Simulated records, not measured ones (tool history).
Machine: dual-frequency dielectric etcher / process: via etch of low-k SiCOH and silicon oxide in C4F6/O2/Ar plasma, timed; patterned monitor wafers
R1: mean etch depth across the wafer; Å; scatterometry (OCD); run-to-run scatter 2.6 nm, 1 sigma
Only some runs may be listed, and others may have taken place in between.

run 1 day=0.000 | source_power_(kW)=0.420 bias_power_(kW)=0.139 etch_time_(s)=129.5 | R1=3596.3
run 2 day=0.062 | source_power_(kW)=0.420 bias_power_(kW)=0.127 etch_time_(s)=129.5 | R1=3436.5
run 3 day=0.212 | source_power_(kW)=0.440 bias_power_(kW)=0.130 etch_time_(s)=129.5 | R1=3611.1
run 4 day=0.292 | source_power_(kW)=0.450 bias_power_(kW)=0.131 etch_time_(s)=129.5 | R1=3679.1
run 5 day=0.512 | source_power_(kW)=0.450 bias_power_(kW)=0.117 etch_time_(s)=129.5 | R1=3467.0
run 6 day=0.725 | source_power_(kW)=0.500 bias_power_(kW)=0.117 etch_time_(s)=129.5 | R1=3698.3
run 7 day=0.854 | source_power_(kW)=0.500 bias_power_(kW)=0.117 etch_time_(s)=129.5 | R1=3713.0

Estimate the outcome of run 8 from the log above:
run 8 day=1.133 | source_power_(kW)=0.510 bias_power_(kW)=0.118 etch_time_(s)=129.5 | R1=?

Run 8 came out at R1 3800.0 Å.

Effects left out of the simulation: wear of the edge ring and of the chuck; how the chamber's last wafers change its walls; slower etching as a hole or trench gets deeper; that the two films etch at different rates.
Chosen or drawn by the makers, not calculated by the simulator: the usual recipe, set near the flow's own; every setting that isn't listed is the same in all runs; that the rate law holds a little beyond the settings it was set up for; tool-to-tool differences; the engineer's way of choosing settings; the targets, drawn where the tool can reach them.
